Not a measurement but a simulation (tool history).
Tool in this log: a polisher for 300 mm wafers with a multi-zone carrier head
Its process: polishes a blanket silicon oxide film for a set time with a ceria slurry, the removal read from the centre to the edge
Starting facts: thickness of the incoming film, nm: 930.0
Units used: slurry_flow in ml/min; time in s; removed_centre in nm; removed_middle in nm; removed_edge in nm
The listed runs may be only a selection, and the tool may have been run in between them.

run 1 hour=0 | slurry_flow=160 centre_zone=1 middle_zone=1 edge_zone=1 time=40 | removed_centre=266.39 removed_middle=271.38 removed_edge=282.04
run 2 hour=0.7 | slurry_flow=160 centre_zone=1.06 middle_zone=1 edge_zone=1 time=40 | removed_centre=274.75 removed_middle=272.17 removed_edge=286.88
run 3 hour=2.3 | slurry_flow=160 centre_zone=1.06 middle_zone=1 edge_zone=1 time=32 | removed_centre=220.55 removed_middle=218.82 removed_edge=226.41
run 4 hour=8 | slurry_flow=160 centre_zone=1.06 middle_zone=1 edge_zone=1 time=39 | removed_centre=272.8 removed_middle=266.15 removed_edge=278.03
run 5 hour=12.7 | slurry_flow=160 centre_zone=1.11 middle_zone=1 edge_zone=1 time=39 | removed_centre=284.27 removed_middle=268.36 removed_edge=277
run 6 hour=17.9 | slurry_flow=150 centre_zone=1.06 middle_zone=0.98 edge_zone=0.98 time=37 | removed_centre=252.58 removed_middle=243.55 removed_edge=258.47
run 7 hour=24.1 | slurry_flow=145 centre_zone=1.02 middle_zone=0.97 edge_zone=0.97 time=35 | removed_centre=226.76 removed_middle=226.73 removed_edge=238.66
run 8 hour=28.3 | slurry_flow=140 centre_zone=0.99 middle_zone=0.95 edge_zone=0.96 time=34 | removed_centre=212.03 removed_middle=212.8 removed_edge=229.51
run 9 hour=35 | slurry_flow=135 centre_zone=0.96 middle_zone=0.93 edge_zone=0.94 time=33 | removed_centre=194.74 removed_middle=202.03 removed_edge=223
run 10 hour=39 | slurry_flow=125 centre_zone=0.92 middle_zone=0.88 edge_zone=0.85 time=25 | removed_centre=136.88 removed_middle=141.61 removed_edge=157.04
run 11 hour=47.7 | slurry_flow=140 centre_zone=0.92 middle_zone=0.88 edge_zone=0.87 time=25 | removed_centre=143.7 removed_middle=151.32 removed_edge=161.24
run 12 hour=48.2 | slurry_flow=140 centre_zone=0.92 middle_zone=0.88 edge_zone=0.9 time=25 | removed_centre=147.54 removed_middle=149.89 removed_edge=160.83

What will run 13 give?
run 13 hour=51 | slurry_flow=165 centre_zone=0.82 middle_zone=0.84 edge_zone=0.97 time=29 | removed_centre=? removed_middle=? removed_edge=?

For run 13 the tool returned removed_centre 156.56 nm, removed_middle 178.62 nm, removed_edge 207.76 nm.

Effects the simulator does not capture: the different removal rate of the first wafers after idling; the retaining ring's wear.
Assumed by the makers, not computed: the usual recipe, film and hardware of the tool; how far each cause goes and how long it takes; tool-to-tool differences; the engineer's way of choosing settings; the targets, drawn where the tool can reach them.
